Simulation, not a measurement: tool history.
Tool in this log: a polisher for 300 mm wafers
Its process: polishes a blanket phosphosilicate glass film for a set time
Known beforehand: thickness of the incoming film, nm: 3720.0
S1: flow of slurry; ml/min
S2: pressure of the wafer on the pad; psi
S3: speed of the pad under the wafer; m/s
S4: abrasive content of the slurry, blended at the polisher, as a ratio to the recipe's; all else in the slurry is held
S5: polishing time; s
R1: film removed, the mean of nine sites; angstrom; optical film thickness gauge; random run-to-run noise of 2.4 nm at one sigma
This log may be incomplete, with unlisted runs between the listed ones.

run,hour,S1,S2,S3,S4,S5,R1
1,0,215,2.2,1.24,1,70,4774.5
2,6,215,2.2,1.24,1,70,4718.4
3,10.7,215,2.8,1.24,1,70,5463.6
4,18.3,215,2.5,1.24,1,70,5177.6
5,25.6,215,2.5,1.24,0.9,70,4931.8
# hour 33.1: head pressure recalibrated
6,33.1,215,2.5,1.02,0.9,70,4225.8
7,33.7,215,2.5,1.02,0.9,70,4264.1

What will run 8 give?
8,41.6,215,2.4,1.02,0.9,70,?

{"run 8": {"R1": 4172.1}}
